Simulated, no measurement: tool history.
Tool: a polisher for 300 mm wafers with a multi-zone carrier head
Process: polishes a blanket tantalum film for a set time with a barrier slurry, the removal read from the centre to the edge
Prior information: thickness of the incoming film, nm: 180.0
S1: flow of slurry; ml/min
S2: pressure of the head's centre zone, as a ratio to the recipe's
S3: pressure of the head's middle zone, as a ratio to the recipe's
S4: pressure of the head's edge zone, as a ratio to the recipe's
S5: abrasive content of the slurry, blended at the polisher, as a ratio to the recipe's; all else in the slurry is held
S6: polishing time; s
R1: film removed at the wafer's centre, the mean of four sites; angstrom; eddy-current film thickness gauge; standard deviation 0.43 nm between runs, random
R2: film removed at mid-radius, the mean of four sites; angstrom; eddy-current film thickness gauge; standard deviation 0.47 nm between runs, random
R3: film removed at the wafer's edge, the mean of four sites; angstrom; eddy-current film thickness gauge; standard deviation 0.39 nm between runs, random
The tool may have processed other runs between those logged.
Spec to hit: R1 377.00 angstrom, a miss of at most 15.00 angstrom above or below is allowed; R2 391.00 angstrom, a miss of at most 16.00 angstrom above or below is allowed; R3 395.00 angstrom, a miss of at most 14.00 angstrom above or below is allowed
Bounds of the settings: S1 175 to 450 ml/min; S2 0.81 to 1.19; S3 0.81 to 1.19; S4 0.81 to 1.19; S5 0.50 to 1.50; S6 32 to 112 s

run    day   S1    S2    S3    S4    S5  S6      R1      R2      R3
  1  0.000  290  1.00  1.00  1.00  1.00  72  658.83  667.91  651.46
  2  0.367  290  1.00  1.00  1.00  1.00  79  754.84  731.71  718.90
  3  0.729  290  1.00  1.00  1.00  1.00  72  671.41  665.94  668.29
  4  0.904  290  1.00  1.00  1.00  1.00  61  575.15  556.02  570.75
  5  1.058  290  1.00  1.00  1.00  1.20  61  600.80  593.04  587.95
  6  1.129  290  1.00  1.00  0.94  1.20  61  599.19  591.64  567.92
  7  1.179  290  0.99  1.00  0.93  1.15  59  549.22  571.75  545.41
  8  1.362  290  0.99  0.99  0.92  1.10  58  546.37  556.04  531.74
  9  1.725  290  0.99  0.98  0.91  1.05  57  520.56  539.02  502.53
 10  1.992  290  0.98  0.96  0.91  1.00  56  497.89  513.77  498.98
 11  2.062  290  0.98  0.95  0.90  0.95  55  503.74  495.74  476.87
 12  2.108  290  0.96  0.94  0.90  0.90  55  473.42  492.08  474.54
 13  2.421  280  0.98  0.84  0.85  0.65  49  385.78  365.00  364.60

Pick the move, out of 4, that brings all results within their allowed miss; only one does.
  A  2.733  275  1.14  1.08  0.81  0.50  48   ?   ?   ?
  B  2.733  240  0.88  0.85  0.86  0.80  50   ?   ?   ?
  C  2.733  260  1.00  1.03  0.81  0.65  48   ?   ?   ?
  D  2.733  335  0.94  0.85  0.84  0.65  49   ?   ?   ?

move      R1      R2      R3
   A  405.30  361.37  307.84
   B  383.51  386.48  391.53
   C  393.06  388.97  341.59
   D  386.61  363.19  361.36
A: further off than the last run
B: all results in spec
C: further off than the last run
D: further off than the last run
B meets every target.
